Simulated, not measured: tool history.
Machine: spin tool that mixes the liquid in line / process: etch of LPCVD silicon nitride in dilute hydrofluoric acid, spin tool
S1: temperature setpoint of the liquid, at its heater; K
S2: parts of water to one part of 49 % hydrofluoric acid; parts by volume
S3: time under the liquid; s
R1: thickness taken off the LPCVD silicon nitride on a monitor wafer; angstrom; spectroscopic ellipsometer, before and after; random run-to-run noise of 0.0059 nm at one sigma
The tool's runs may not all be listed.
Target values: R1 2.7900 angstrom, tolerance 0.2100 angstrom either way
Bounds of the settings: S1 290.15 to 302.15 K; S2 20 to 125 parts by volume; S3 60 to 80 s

run,hour,S1,S2,S3,R1
1,0.0,294.15,70,80,4.6775
2,5.4,294.15,70,60,3.3990
3,6.6,294.15,70,80,4.6930
4,9.5,293.65,75,80,4.2014
5,13.1,296.65,75,80,5.0344
6,18.6,295.65,80,80,4.3856
7,23.5,294.65,80,80,4.2111
8,28.6,294.15,85,80,3.8260
9,31.8,293.65,85,80,3.6281

Which single option among these 5 for the next run brings every result within its allowed miss of target? Just one does.
A,35.0,297.15,75,70,?
B,35.0,294.65,100,65,?
C,35.0,296.15,95,80,?
D,35.0,292.15,50,75,?
E,35.0,294.65,85,75,?

move,R1
A,4.5937
B,2.7206
C,3.8922
D,5.2030
E,3.6812
A: its largest miss is bigger than the last run's
B: all results in spec
C: its largest miss is bigger than the last run's
D: its largest miss is bigger than the last run's
E: its largest miss is bigger than the last run's
Move B is the one to make.

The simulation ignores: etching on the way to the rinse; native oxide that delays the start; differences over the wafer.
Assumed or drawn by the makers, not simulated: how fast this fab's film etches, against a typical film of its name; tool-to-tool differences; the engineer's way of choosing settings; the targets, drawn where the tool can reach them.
